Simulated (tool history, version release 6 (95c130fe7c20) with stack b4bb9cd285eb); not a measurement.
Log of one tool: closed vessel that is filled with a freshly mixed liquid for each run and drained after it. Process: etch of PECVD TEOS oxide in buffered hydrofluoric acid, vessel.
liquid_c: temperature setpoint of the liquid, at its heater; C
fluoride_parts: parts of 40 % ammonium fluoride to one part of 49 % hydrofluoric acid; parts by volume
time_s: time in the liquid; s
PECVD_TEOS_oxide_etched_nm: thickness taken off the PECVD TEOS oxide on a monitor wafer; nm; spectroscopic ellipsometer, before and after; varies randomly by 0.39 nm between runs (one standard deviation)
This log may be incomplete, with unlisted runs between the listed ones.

run	hour	liquid_c	fluoride_parts	time_s	PECVD_TEOS_oxide_etched_nm
1	0	24	9	35	77.77
2	3.8	24	7.5	35	90.429
3	7.1	22.5	7.5	35	83.76
4	9.6	21.5	7.5	35	78.681
5	17	21.5	8.5	35	71.059
6	25.6	20.5	8.5	35	66.528
7	31	20	8.5	35	65.203
8	34.6	19.5	8.5	35	62.911

What will run 9 give?
9	43	19	8.5	35	?

PECVD_TEOS_oxide_etched_nm: 61.801 nm
